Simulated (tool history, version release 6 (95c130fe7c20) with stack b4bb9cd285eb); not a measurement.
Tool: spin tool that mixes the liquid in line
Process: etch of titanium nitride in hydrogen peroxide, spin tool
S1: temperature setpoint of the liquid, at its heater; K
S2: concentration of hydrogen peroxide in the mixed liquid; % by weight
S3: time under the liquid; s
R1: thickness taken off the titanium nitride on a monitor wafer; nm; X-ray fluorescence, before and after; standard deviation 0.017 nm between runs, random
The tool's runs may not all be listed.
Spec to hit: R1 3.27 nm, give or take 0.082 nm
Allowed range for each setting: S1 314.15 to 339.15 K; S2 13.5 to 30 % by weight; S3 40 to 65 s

run,day,S1,S2,S3,R1
1,0,330.15,25.5,65,6.4169
2,0.292,326.65,25.5,65,5.03
3,0.471,324.65,25.5,65,4.3183
4,0.821,324.65,23.5,65,4.3024
5,1.038,323.15,23.5,65,3.8175
6,1.067,323.15,27.5,65,3.953
7,1.104,322.15,27.5,65,3.6743
8,1.154,321.65,27.5,65,3.5456
9,1.267,321.15,27.5,65,3.4078

Of the 5 settings listed for the next run, only one would bring every result within its allowed miss of target. Which one?
A,1.379,321.65,27.5,65,?
B,1.379,321.65,30,65,?
C,1.379,321.15,30,65,?
D,1.379,321.65,29,65,?
E,1.379,320.15,30,65,?

move,R1
A,3.5546
B,3.6237
C,3.4938
D,3.5965
E,3.2466
A: further off than the last run
B: further off than the last run
C: further off than the last run
D: further off than the last run
E: each result inside its tolerance
Correct choice: E, which meets every target
